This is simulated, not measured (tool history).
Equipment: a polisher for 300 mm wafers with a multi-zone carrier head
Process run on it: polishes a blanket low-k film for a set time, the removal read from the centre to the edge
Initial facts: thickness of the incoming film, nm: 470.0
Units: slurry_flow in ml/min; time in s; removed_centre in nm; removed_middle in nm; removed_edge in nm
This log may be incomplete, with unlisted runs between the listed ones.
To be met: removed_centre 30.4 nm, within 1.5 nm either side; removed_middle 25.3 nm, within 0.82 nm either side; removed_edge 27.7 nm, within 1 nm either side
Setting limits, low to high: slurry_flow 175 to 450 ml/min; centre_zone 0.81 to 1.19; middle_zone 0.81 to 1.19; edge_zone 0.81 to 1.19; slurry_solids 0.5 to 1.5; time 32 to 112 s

{"run": 1, "hour": 0.0, "slurry_flow": 290, "centre_zone": 1, "middle_zone": 1, "edge_zone": 1, "slurry_solids": 1, "time": 72, "removed_centre": 32.338, "removed_middle": 32.577, "removed_edge": 32.592}
{"run": 2, "hour": 5.3, "slurry_flow": 290, "centre_zone": 1.01, "middle_zone": 0.96, "edge_zone": 0.97, "slurry_solids": 0.95, "time": 72, "removed_centre": 31.509, "removed_middle": 30.427, "removed_edge": 31.312}
{"run": 3, "hour": 8.3, "slurry_flow": 290, "centre_zone": 1.01, "middle_zone": 0.96, "edge_zone": 0.97, "slurry_solids": 0.95, "time": 54, "removed_centre": 23.626, "removed_middle": 23.224, "removed_edge": 22.939}
{"run": 4, "hour": 16.4, "slurry_flow": 290, "centre_zone": 1.01, "middle_zone": 0.96, "edge_zone": 0.97, "slurry_solids": 1.1, "time": 54, "removed_centre": 26.003, "removed_middle": 24.909, "removed_edge": 24.527}
{"run": 5, "hour": 17.5, "slurry_flow": 290, "centre_zone": 1.01, "middle_zone": 0.96, "edge_zone": 0.97, "slurry_solids": 1.3, "time": 54, "removed_centre": 28.04, "removed_middle": 26.855, "removed_edge": 26.81}
{"run": 6, "hour": 24.8, "slurry_flow": 290, "centre_zone": 1.03, "middle_zone": 0.94, "edge_zone": 0.98, "slurry_solids": 1.3, "time": 54, "removed_centre": 28.103, "removed_middle": 26.06, "removed_edge": 27.765}
{"run": 7, "hour": 27.5, "slurry_flow": 290, "centre_zone": 1.05, "middle_zone": 0.94, "edge_zone": 0.97, "slurry_solids": 1.3, "time": 54, "removed_centre": 29.54, "removed_middle": 26.664, "removed_edge": 27.715}
{"run": 8, "hour": 35.2, "slurry_flow": 290, "centre_zone": 1.06, "middle_zone": 0.93, "edge_zone": 0.96, "slurry_solids": 1.3, "time": 54, "removed_centre": 29.115, "removed_middle": 26.666, "removed_edge": 26.965}

Consider the 4 candidate settings below. Which is the only one whose results all fall within their allowed miss of target?
{"run": "A", "hour": 42.9, "slurry_flow": 325, "centre_zone": 1.01, "middle_zone": 0.87, "edge_zone": 1.02, "slurry_solids": 1.3, "time": 58, "removed_centre": "?", "removed_middle": "?", "removed_edge": "?"}
{"run": "B", "hour": 42.9, "slurry_flow": 315, "centre_zone": 1.1, "middle_zone": 0.89, "edge_zone": 1.03, "slurry_solids": 1.1, "time": 58, "removed_centre": "?", "removed_middle": "?", "removed_edge": "?"}
{"run": "C", "hour": 42.9, "slurry_flow": 280, "centre_zone": 0.88, "middle_zone": 0.88, "edge_zone": 1.01, "slurry_solids": 1.3, "time": 60, "removed_centre": "?", "removed_middle": "?", "removed_edge": "?"}
{"run": "D", "hour": 42.9, "slurry_flow": 315, "centre_zone": 1.01, "middle_zone": 0.91, "edge_zone": 1.04, "slurry_solids": 1.45, "time": 51, "removed_centre": "?", "removed_middle": "?", "removed_edge": "?"}

move=A removed_centre=29.511 removed_middle=27.125 removed_edge=29.164
move=B removed_centre=29.731 removed_middle=25.445 removed_edge=27.073
move=C removed_centre=26.253 removed_middle=27.985 removed_edge=29.805
move=D removed_centre=27.072 removed_middle=25.633 removed_edge=26.955
A: further off than the last run
B: each result inside its tolerance
C: further off than the last run
D: gets the furthest-off result to its target, but another result is out of tolerance
Move B is the one to make.

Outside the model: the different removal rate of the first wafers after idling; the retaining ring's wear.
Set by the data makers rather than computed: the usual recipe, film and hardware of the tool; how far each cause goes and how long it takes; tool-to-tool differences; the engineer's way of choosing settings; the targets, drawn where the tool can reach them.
